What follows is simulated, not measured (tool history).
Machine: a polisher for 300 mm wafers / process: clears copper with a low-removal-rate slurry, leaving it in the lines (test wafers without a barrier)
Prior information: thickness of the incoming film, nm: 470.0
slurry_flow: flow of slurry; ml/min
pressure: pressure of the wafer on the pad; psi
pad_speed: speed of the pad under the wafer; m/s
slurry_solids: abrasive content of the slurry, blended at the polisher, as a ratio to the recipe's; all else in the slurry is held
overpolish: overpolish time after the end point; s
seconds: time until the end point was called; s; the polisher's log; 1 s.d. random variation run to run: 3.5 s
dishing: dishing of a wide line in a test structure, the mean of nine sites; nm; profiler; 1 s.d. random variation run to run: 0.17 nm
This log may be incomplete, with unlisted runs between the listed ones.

run,hour,slurry_flow,pressure,pad_speed,slurry_solids,overpolish,seconds,dishing
1,0,250,2.3,1.3,1,16,172.07,19.514
2,5.3,250,1.9,1.34,1,13,194.76,16.223
3,8.2,250,1.7,1.34,1,11,206.98,13.875
4,12,250,1.7,1.34,1,5,202.13,7.9022
5,15.8,250,1.7,1.34,0.8,5,215.83,7.6793
6,16.9,255,1.5,1.34,0.85,6,237.74,7.9873
7,18.2,255,1.4,1.34,0.9,7,246.8,9.0488
# hour 25.1: worn pad replaced by a new one
8,25.1,255,1.3,1.34,0.95,8,240.84,10.006

For run 9, what comes out?
9,34,255,1.2,1.34,0.95,8,?,?

seconds: 256.91 s
dishing: 9.6299 nm
